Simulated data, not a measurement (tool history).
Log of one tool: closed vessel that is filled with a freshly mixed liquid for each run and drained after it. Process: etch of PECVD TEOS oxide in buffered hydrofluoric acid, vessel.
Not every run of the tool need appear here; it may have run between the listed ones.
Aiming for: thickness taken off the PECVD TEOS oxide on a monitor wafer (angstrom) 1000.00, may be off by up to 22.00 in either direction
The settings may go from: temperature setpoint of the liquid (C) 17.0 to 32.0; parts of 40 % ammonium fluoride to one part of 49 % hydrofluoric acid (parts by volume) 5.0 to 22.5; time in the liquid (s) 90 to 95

| run | hour | temperature setpoint of the liquid (C) | parts of 40 % ammonium fluoride to one part of 49 % hydrofluoric acid (parts by volume) | time in the liquid (s) | thickness taken off the PECVD TEOS oxide on a monitor wafer (angstrom) |
|---|---|---|---|---|---|
| 1 | 0.0 | 24.0 | 13.5 | 90 | 1762.10 |
| 2 | 4.8 | 24.0 | 16.5 | 90 | 1430.10 |
| 3 | 11.1 | 25.0 | 16.5 | 90 | 1521.40 |
| 4 | 14.1 | 23.5 | 16.5 | 90 | 1401.30 |
| 5 | 21.7 | 23.5 | 14.5 | 90 | 1590.30 |
| 6 | 30.5 | 22.0 | 15.0 | 90 | 1422.70 |
| 7 | 36.0 | 21.0 | 15.0 | 90 | 1342.80 |
| 8 | 40.6 | 20.0 | 15.0 | 90 | 1274.90 |
| 9 | 47.6 | 17.0 | 16.5 | 90 | 973.07 |

Which of these 4 next moves meets every target?
| A | 54.6 | 17.0 | 16.0 | 95 | ? |
| B | 54.6 | 17.0 | 17.0 | 95 | ? |
| C | 54.6 | 18.0 | 18.0 | 90 | ? |
| D | 54.6 | 17.0 | 15.0 | 90 | ? |

| move | thickness taken off the PECVD TEOS oxide on a monitor wafer (angstrom) |
|---|---|
| A | 1052.40 |
| B | 991.28 |
| C | 939.68 |
| D | 1062.40 |
A: pushes the last run's worst result past its target
B: meets every target
C: the biggest miss grows against the last run
D: pushes the last run's worst result past its target
Move B is the one to make.

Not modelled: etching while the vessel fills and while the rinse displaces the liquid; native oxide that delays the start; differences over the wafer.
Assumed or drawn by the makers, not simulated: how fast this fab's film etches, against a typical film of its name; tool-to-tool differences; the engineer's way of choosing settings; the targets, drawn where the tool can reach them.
